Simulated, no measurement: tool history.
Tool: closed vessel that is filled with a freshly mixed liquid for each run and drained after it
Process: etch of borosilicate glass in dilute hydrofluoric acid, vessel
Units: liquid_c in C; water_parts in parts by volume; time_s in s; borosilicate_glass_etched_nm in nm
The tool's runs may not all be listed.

run,hour,liquid_c,water_parts,time_s,borosilicate_glass_etched_nm
1,0.0,20.0,180,120,15.747
2,1.0,20.0,245,120,10.922
3,8.5,18.0,245,120,10.179
4,10.8,18.0,185,120,14.387
5,12.2,20.0,185,120,15.295
6,19.6,21.5,185,120,16.374
7,23.0,22.5,185,120,16.975
8,32.2,22.5,185,120,16.824

Run 9 comes next. What will it give?
9,36.3,23.5,185,120,?

{"run 9": {"borosilicate_glass_etched_nm": 17.614}}

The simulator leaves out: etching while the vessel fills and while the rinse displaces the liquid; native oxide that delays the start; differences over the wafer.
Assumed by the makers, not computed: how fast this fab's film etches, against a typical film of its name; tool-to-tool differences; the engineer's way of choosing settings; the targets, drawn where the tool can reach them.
